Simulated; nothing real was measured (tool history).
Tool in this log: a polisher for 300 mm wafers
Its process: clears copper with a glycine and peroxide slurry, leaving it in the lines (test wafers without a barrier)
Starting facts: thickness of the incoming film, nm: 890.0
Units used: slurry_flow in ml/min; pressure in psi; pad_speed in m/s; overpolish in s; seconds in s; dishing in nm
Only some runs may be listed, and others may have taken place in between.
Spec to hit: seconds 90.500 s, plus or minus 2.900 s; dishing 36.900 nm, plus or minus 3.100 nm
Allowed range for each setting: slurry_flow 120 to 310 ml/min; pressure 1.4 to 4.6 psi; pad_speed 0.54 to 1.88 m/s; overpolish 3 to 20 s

run 1 hour=0.0 | slurry_flow=200 pressure=3.0 pad_speed=1.20 overpolish=10 | seconds=140.240 dishing=30.142
run 2 hour=1.8 | slurry_flow=205 pressure=3.4 pad_speed=1.20 overpolish=10 | seconds=126.280 dishing=32.179
run 3 hour=3.0 | slurry_flow=210 pressure=3.7 pad_speed=1.20 overpolish=10 | seconds=117.500 dishing=33.138
run 4 hour=11.8 | slurry_flow=210 pressure=3.9 pad_speed=1.22 overpolish=10 | seconds=110.350 dishing=34.403
run 5 hour=19.3 | slurry_flow=210 pressure=4.1 pad_speed=1.22 overpolish=10 | seconds=103.570 dishing=33.570
run 6 hour=20.7 | slurry_flow=210 pressure=4.2 pad_speed=1.22 overpolish=10 | seconds=105.130 dishing=35.251
run 7 hour=26.5 | slurry_flow=220 pressure=4.3 pad_speed=1.24 overpolish=10 | seconds=100.370 dishing=36.323
run 8 hour=29.9 | slurry_flow=220 pressure=4.3 pad_speed=1.24 overpolish=10 | seconds=99.992 dishing=34.962
run 9 hour=38.5 | slurry_flow=220 pressure=4.3 pad_speed=1.24 overpolish=10 | seconds=99.400 dishing=36.632
run 10 hour=42.5 | slurry_flow=220 pressure=4.4 pad_speed=1.24 overpolish=10 | seconds=95.706 dishing=35.440
run 11 hour=48.6 | slurry_flow=220 pressure=4.5 pad_speed=1.24 overpolish=10 | seconds=96.957 dishing=37.958
run 12 hour=56.2 | slurry_flow=220 pressure=4.5 pad_speed=1.26 overpolish=10 | seconds=94.227 dishing=35.825

Below are 5 possible settings for the next run. Only one of them brings all results inside the allowed miss of their targets. Which is it?
run A hour=63.8 | slurry_flow=225 pressure=4.4 pad_speed=1.34 overpolish=10 | seconds=? dishing=?
run B hour=63.8 | slurry_flow=200 pressure=4.4 pad_speed=1.18 overpolish=11 | seconds=? dishing=?
run C hour=63.8 | slurry_flow=230 pressure=4.6 pad_speed=1.38 overpolish=10 | seconds=? dishing=?
run D hour=63.8 | slurry_flow=165 pressure=4.4 pad_speed=1.28 overpolish=11 | seconds=? dishing=?
run E hour=63.8 | slurry_flow=230 pressure=4.2 pad_speed=1.28 overpolish=8 | seconds=? dishing=?

move=A seconds=91.584 dishing=37.657
move=B seconds=103.490 dishing=37.441
move=C seconds=85.713 dishing=38.652
move=D seconds=98.675 dishing=38.076
move=E seconds=98.932 dishing=32.567
A: all results in spec
B: lands further from the targets than the last run did
C: takes the biggest miss from the last run beyond its target
D: lands further from the targets than the last run did
E: lands further from the targets than the last run did
Correct choice: A, which meets every target
